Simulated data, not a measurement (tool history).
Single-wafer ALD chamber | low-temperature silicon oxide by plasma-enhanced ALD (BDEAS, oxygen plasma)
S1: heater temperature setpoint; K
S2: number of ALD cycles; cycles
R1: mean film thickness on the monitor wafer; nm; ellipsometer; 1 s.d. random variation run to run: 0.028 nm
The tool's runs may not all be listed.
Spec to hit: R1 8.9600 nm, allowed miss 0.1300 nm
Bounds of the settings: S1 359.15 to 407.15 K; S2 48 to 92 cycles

| run | hour | S1 | S2 | R1 |
|---|---|---|---|---|
| 1 | 0.0 | 383.15 | 70 | 9.5249 |
| 2 | 6.9 | 385.15 | 69 | 9.3500 |
| 3 | 14.1 | 376.15 | 69 | 9.4709 |
| 4 | 19.3 | 377.15 | 68 | 9.3039 |
| 5 | 21.6 | 378.15 | 67 | 9.2039 |
| 6 | 24.5 | 371.15 | 67 | 9.3068 |
| 7 | 31.4 | 371.15 | 67 | 9.2720 |
| 8 | 38.1 | 372.15 | 67 | 9.2826 |

Next run, 4 choices. One meets every target within its allowed miss, the rest don't. Which?
| A | 44.8 | 369.15 | 64 | ? |
| B | 44.8 | 373.15 | 67 | ? |
| C | 44.8 | 370.15 | 68 | ? |
| D | 44.8 | 377.15 | 63 | ? |

| move | R1 |
|---|---|
| A | 8.9136 |
| B | 9.2339 |
| C | 9.4409 |
| D | 8.6273 |
A: all results land within tolerance of their targets
B: moves toward the targets from the last run without getting all of them in spec
C: lands further from the targets than the last run did
D: pushes the last run's worst result past its target
Correct choice: A, which meets every target

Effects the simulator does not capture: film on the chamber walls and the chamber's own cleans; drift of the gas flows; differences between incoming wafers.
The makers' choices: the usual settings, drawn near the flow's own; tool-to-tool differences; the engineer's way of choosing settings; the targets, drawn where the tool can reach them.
